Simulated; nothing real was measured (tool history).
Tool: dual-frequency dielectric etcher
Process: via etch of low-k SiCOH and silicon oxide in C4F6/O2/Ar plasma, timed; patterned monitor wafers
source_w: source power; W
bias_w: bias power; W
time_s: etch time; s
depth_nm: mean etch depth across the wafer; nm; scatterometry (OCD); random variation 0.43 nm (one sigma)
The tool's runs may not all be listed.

{"run": 1, "hour": 0.0, "source_w": 420, "bias_w": 173, "time_s": 61, "depth_nm": 152.17}
{"run": 2, "hour": 2.6, "source_w": 450, "bias_w": 173, "time_s": 61, "depth_nm": 155.97}
{"run": 3, "hour": 5.9, "source_w": 520, "bias_w": 173, "time_s": 61, "depth_nm": 164.87}
{"run": 4, "hour": 6.5, "source_w": 520, "bias_w": 186, "time_s": 61, "depth_nm": 165.95}
{"hour": 15.1, "done": "bias power generator calibrated"}
{"run": 5, "hour": 15.1, "source_w": 480, "bias_w": 186, "time_s": 61, "depth_nm": 160.89}
{"run": 6, "hour": 23.5, "source_w": 440, "bias_w": 174, "time_s": 61, "depth_nm": 152.75}
{"run": 7, "hour": 25.4, "source_w": 410, "bias_w": 170, "time_s": 61, "depth_nm": 148.86}

The next listed run, before its measurement:
{"run": 8, "hour": 28.3, "source_w": 380, "bias_w": 166, "time_s": 61, "depth_nm": "?"}

depth_nm: 144.27 nm
